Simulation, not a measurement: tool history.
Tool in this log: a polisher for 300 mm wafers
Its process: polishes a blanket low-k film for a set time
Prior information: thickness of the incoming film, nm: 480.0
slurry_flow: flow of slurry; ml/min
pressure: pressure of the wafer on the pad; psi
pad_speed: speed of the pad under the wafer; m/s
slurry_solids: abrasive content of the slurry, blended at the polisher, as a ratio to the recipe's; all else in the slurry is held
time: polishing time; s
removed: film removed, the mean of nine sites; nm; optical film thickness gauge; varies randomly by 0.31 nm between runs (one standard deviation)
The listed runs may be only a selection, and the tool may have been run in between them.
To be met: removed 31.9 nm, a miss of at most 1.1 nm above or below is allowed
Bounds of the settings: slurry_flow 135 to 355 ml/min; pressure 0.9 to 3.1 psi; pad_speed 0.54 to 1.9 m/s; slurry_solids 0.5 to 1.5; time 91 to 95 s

run 1 day=0 | slurry_flow=225 pressure=2 pad_speed=1.22 slurry_solids=1 time=91 | removed=40.564
run 2 day=0.258 | slurry_flow=225 pressure=2.4 pad_speed=1.22 slurry_solids=1 time=91 | removed=50.018
run 3 day=0.421 | slurry_flow=255 pressure=2.4 pad_speed=1.22 slurry_solids=1 time=91 | removed=48.904
run 4 day=0.762 | slurry_flow=255 pressure=2.4 pad_speed=1.22 slurry_solids=1 time=95 | removed=51.69
-- day=1.017 worn pad replaced by a new one
run 5 day=1.017 | slurry_flow=230 pressure=2.4 pad_speed=1.22 slurry_solids=1 time=95 | removed=56.172
run 6 day=1.129 | slurry_flow=230 pressure=2.4 pad_speed=0.94 slurry_solids=1 time=95 | removed=46.22
run 7 day=1.4 | slurry_flow=240 pressure=2.3 pad_speed=0.94 slurry_solids=1 time=95 | removed=43.466
run 8 day=1.596 | slurry_flow=245 pressure=2.2 pad_speed=0.94 slurry_solids=1 time=95 | removed=42.949
run 9 day=1.812 | slurry_flow=245 pressure=2.1 pad_speed=0.94 slurry_solids=1 time=95 | removed=41.366
run 10 day=2.162 | slurry_flow=240 pressure=1.5 pad_speed=0.92 slurry_solids=1 time=95 | removed=29.89

Below are 5 possible settings for the next run. Only one of them brings all results inside the allowed miss of their targets. Which is it?
run A day=2.512 | slurry_flow=240 pressure=1.3 pad_speed=1.04 slurry_solids=0.95 time=91 | removed=?
run B day=2.512 | slurry_flow=230 pressure=1.6 pad_speed=0.82 slurry_solids=1 time=95 | removed=?
run C day=2.512 | slurry_flow=215 pressure=1.7 pad_speed=0.94 slurry_solids=1 time=91 | removed=?
run D day=2.512 | slurry_flow=235 pressure=1.7 pad_speed=1.08 slurry_solids=0.85 time=94 | removed=?
run E day=2.512 | slurry_flow=330 pressure=1.7 pad_speed=0.84 slurry_solids=1.25 time=95 | removed=?

move=A removed=26.972
move=B removed=28.351
move=C removed=31.679
move=D removed=34.284
move=E removed=34.708
A: its largest miss is bigger than the last run's
B: its largest miss is bigger than the last run's
C: every result lands within tolerance
D: carries the result that was furthest off beyond its target, to the other side
E: carries the result that was furthest off beyond its target, to the other side
C is the move that brings every result within its allowed miss.
